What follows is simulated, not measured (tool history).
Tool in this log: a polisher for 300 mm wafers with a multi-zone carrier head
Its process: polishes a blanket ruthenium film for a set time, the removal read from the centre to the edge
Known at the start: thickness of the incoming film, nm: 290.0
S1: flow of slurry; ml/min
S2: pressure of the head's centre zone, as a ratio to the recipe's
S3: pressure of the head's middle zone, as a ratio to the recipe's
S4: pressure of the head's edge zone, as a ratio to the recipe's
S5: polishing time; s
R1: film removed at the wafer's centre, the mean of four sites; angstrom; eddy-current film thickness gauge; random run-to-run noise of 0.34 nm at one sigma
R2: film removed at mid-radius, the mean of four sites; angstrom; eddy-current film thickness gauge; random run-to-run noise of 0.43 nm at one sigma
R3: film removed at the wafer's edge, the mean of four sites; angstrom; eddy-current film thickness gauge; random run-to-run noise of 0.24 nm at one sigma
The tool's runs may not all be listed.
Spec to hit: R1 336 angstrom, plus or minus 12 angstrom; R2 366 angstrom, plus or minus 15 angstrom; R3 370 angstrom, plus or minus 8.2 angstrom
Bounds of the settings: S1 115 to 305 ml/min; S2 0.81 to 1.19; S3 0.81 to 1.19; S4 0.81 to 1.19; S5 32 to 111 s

run	day	S1	S2	S3	S4	S5	R1	R2	R3
1	0	195	1	1	1	71	522.65	500.3	497.94
2	0.058	165	1	1	1	71	499.83	485.62	489.77
3	0.35	135	1	1	1	71	469.85	470.25	472.21
4	0.421	135	0.98	0.99	0.98	69	451.16	456.21	449.68
5	0.733	135	1.06	0.99	0.98	69	487.44	452.9	453.7
6	0.871	130	1.03	0.98	0.97	68	464.91	444.15	441.08
7	1.146	130	1	0.97	0.97	67	441.52	426.47	437.37
8	1.438	130	0.98	0.97	0.96	66	431.27	426.42	430.43
9	1.658	130	0.96	0.96	0.95	65	417.29	418.39	423.17
10	1.804	130	0.94	0.95	0.94	64	404.99	410.45	409.89
11	1.917	130	0.92	0.94	0.94	63	393.25	405.93	404.82
12	2.067	130	0.91	0.93	0.94	62	376.86	394.12	397.96
13	2.338	130	0.9	0.92	0.93	62	376.96	386.49	396.51
14	2.604	130	0.89	0.92	0.92	62	373.76	388.13	391.02
15	2.792	130	0.88	0.92	0.92	62	370.45	381.87	393.04
16	2.996	130	0.87	0.92	0.91	62	371.6	388.84	394.95
17	3.212	130	0.86	0.92	0.91	62	360.37	382.01	391.24
18	3.467	130	0.85	0.92	0.9	62	353.85	380.46	390.09
19	3.688	130	0.85	0.92	0.89	62	354.57	392.02	392.64

Next run, 5 choices. One meets every target within its allowed miss, the rest don't. Which?
A	3.908	180	0.95	0.84	0.93	53	?	?	?
B	3.908	130	0.95	0.91	0.82	59	?	?	?
C	3.908	115	0.88	0.98	0.83	58	?	?	?
D	3.908	135	0.88	0.98	0.99	56	?	?	?
E	3.908	180	0.95	0.82	0.92	52	?	?	?

move	R1	R2	R3
A	362.69	339.89	355.23
B	372.51	368.4	354.5
C	330.24	364.99	341.57
D	335.76	368.69	369.21
E	355.81	329.1	346.85
A: takes the result that was furthest off past its target
B: takes the result that was furthest off past its target
C: takes the result that was furthest off past its target
D: meets every target
E: takes the result that was furthest off past its target
Correct choice: D, which meets every target
